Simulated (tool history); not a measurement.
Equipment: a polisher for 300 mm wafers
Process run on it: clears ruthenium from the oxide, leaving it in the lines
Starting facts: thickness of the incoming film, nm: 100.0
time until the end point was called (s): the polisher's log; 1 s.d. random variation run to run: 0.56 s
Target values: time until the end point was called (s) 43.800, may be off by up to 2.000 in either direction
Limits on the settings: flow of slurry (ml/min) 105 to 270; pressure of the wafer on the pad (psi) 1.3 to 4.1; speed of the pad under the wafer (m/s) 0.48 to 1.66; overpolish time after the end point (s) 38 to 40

run  hour  flow of slurry (ml/min)  pressure of the wafer on the pad (psi)  speed of the pad under the wafer (m/s)  overpolish time after the end point (s)  time until the end point was called (s)
  1   0.0                      175                                     2.7                                    1.06                                       38                                   64.075
  2   4.2                      175                                     2.8                                    1.06                                       38                                   61.043
  3   5.0                      175                                     2.9                                    1.06                                       38                                   59.561
  4   9.9                      135                                     2.9                                    1.06                                       38                                   62.568
  5  12.9                      140                                     3.0                                    1.06                                       38                                   60.384
  6  20.2                      145                                     3.1                                    1.06                                       38                                   57.953
  7  23.2                      150                                     3.2                                    1.06                                       38                                   54.161
  8  23.9                      155                                     3.2                                    1.06                                       38                                   55.263
  9  25.0                      155                                     3.3                                    1.06                                       38                                   53.602
     30.7  -- slurry nozzle cleaned
 10  30.7                      155                                     3.4                                    1.06                                       38                                   50.330
 11  31.8                      160                                     3.4                                    1.06                                       38                                   49.303

Which single option among these 5 for the next run brings every result within its allowed miss of target? Just one does.
  A  32.9                      150                                     3.3                                    1.00                                       38                                        ?
  B  32.9                      120                                     3.6                                    1.12                                       40                                        ?
  C  32.9                      175                                     3.2                                    1.12                                       40                                        ?
  D  32.9                      165                                     3.5                                    1.16                                       38                                        ?
  E  32.9                      155                                     3.9                                    1.16                                       38                                        ?

move  time until the end point was called (s)
   A                                   55.358
   B                                   48.042
   C                                   49.653
   D                                   44.577
   E                                   40.726
A: the biggest miss grows against the last run
B: better than the last run, though not everything is in spec
C: the biggest miss grows against the last run
D: in spec on every target
E: moves the result that the last run missed by most past its target, out the other side
Answer: D
